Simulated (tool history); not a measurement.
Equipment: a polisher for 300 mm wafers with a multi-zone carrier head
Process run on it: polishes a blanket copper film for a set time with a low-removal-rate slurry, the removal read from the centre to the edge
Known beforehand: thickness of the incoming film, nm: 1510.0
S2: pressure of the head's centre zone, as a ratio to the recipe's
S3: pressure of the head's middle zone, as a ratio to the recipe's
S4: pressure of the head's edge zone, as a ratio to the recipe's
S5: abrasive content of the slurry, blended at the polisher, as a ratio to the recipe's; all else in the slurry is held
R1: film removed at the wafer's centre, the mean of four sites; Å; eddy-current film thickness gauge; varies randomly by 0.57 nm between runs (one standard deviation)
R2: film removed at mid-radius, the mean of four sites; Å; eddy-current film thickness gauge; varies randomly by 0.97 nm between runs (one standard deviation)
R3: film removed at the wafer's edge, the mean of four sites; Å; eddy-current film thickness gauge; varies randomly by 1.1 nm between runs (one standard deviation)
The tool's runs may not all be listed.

Run 1, hour 0: flow of slurry (ml/min) 155, S2 1, S3 1, S4 1, S5 1, polishing time (s) 50. Result: R1 2077.6 Å, R2 2026.8 Å, R3 2072.4 Å.
Run 2, hour 4.3: flow of slurry (ml/min) 145, S2 0.97, S3 0.97, S4 0.97, S5 0.9, polishing time (s) 45. Result: R1 1731.9 Å, R2 1741.9 Å, R3 1728.3 Å.
Run 3, hour 6.8: flow of slurry (ml/min) 145, S2 0.97, S3 0.97, S4 0.97, S5 0.9, polishing time (s) 38. Result: R1 1445.3 Å, R2 1501 Å, R3 1458.4 Å.
Run 4, hour 10: flow of slurry (ml/min) 135, S2 0.95, S3 0.94, S4 0.97, S5 0.85, polishing time (s) 35. Result: R1 1269.9 Å, R2 1284.7 Å, R3 1341 Å.
Run 5, hour 15.6: flow of slurry (ml/min) 175, S2 0.95, S3 0.94, S4 0.97, S5 0.85, polishing time (s) 35. Result: R1 1344.9 Å, R2 1361.1 Å, R3 1396.6 Å.
Run 6, hour 20.8: flow of slurry (ml/min) 175, S2 0.89, S3 0.94, S4 0.97, S5 0.85, polishing time (s) 35. Result: R1 1244.6 Å, R2 1375.2 Å, R3 1383.7 Å.
Run 7, hour 22.3: flow of slurry (ml/min) 165, S2 0.88, S3 0.93, S4 0.95, S5 0.8, polishing time (s) 33. Result: R1 1156.1 Å, R2 1211.7 Å, R3 1277.1 Å.
Run 8, hour 24: flow of slurry (ml/min) 155, S2 0.87, S3 0.95, S4 0.94, S5 0.75, polishing time (s) 31. Result: R1 1029.4 Å, R2 1146.1 Å, R3 1122.9 Å.
Run 9, hour 30.9: flow of slurry (ml/min) 145, S2 0.86, S3 0.95, S4 0.94, S5 0.7, polishing time (s) 30. Result: R1 954.78 Å, R2 1079.3 Å, R3 1054.1 Å.
Run 10, hour 35.4: flow of slurry (ml/min) 140, S2 0.85, S3 0.95, S4 0.94, S5 0.65, polishing time (s) 29. Result: R1 887.07 Å, R2 999.8 Å, R3 1022.2 Å.
Run 11, hour 36.4: flow of slurry (ml/min) 135, S2 0.84, S3 0.95, S4 0.93, S5 0.65, polishing time (s) 29. Result: R1 867.08 Å, R2 1009.9 Å, R3 1006.6 Å.
Run 12, hour 38: flow of slurry (ml/min) 130, S2 0.84, S3 0.94, S4 0.91, S5 0.65, polishing time (s) 29. Result: R1 861.61 Å, R2 999.72 Å, R3 982.39 Å.
Run 13, hour 46: flow of slurry (ml/min) 125, S2 0.84, S3 0.93, S4 0.9, S5 0.65, polishing time (s) 29. Result: R1 850.77 Å, R2 957.65 Å, R3 997.65 Å.
Run 14, hour 54.2: flow of slurry (ml/min) 125, S2 0.84, S3 0.93, S4 0.89, S5 0.65, polishing time (s) 28. Result: R1 821.42 Å, R2 921.98 Å, R3 934.92 Å.
Run 15, hour 63: flow of slurry (ml/min) 120, S2 0.84, S3 0.93, S4 0.88, S5 0.65, polishing time (s) 28. Result: R1 805.43 Å, R2 933.83 Å, R3 943.28 Å.
Run 16, hour 66.7: flow of slurry (ml/min) 120, S2 0.84, S3 0.93, S4 0.87, S5 0.65, polishing time (s) 28. Result: R1 822.28 Å, R2 934.73 Å, R3 920.47 Å.
Run 17, hour 68.9: flow of slurry (ml/min) 115, S2 0.84, S3 0.93, S4 0.86, S5 0.65, polishing time (s) 28. Result: R1 799.85 Å, R2 910.53 Å, R3 908.02 Å.
Run 18, hour 72.5: flow of slurry (ml/min) 115, S2 0.84, S3 0.93, S4 0.85, S5 0.65, polishing time (s) 28. Result: R1 803.94 Å, R2 913.31 Å, R3 914.24 Å.
Run 19, hour 75.7: flow of slurry (ml/min) 105, S2 0.82, S3 0.93, S4 0.82, S5 0.5, polishing time (s) 25. Result: R1 629.65 Å, R2 752.11 Å, R3 737.93 Å.

Run 20 comes next. What will it give?
Run 20, hour 82: flow of slurry (ml/min) 115, S2 0.82, S3 0.93, S4 0.83, S5 0.5, polishing time (s) 25. Result: R1 ?, R2 ?, R3 ?.

Run 20 gave R1 657.95 Å, R2 759.24 Å, R3 751.62 Å.
